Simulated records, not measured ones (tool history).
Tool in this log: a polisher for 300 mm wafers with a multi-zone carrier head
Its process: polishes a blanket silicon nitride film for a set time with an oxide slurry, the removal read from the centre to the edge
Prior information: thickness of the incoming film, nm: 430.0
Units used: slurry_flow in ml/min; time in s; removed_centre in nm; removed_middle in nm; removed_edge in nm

run  hour  slurry_flow  centre_zone  middle_zone  edge_zone  slurry_solids  time  removed_centre  removed_middle  removed_edge
  1   0.0          245         1.00         1.00       1.00           1.00    53          32.250          31.222        32.327
  2   1.3          245         1.00         1.00       1.00           1.00    60          36.488          35.278        36.810
  3   2.9          245         1.00         1.00       1.00           1.00    70          43.119          40.713        42.934
  4   8.7          245         1.00         1.00       1.00           0.95    70          40.822          40.116        41.361
  5   9.4          250         1.00         1.02       1.01           0.95    70          41.629          40.169        41.761
  6  16.2          255         0.99         1.04       1.01           0.95    70          41.550          41.163        42.340
  7  24.0          260         0.99         1.06       1.01           0.95    70          40.658          41.719        42.110
  8  30.0          265         0.99         1.07       1.01           0.95    70          41.296          42.569        41.703
  9  36.6          270         0.99         1.08       1.02           0.95    70          41.503          42.776        42.654

What will run 10 give?
 10  40.7          275         0.99         1.09       1.02           0.95    70               ?               ?             ?

{"run 10": {"removed_centre": 41.505, "removed_middle": 43.313, "removed_edge": 42.303}}
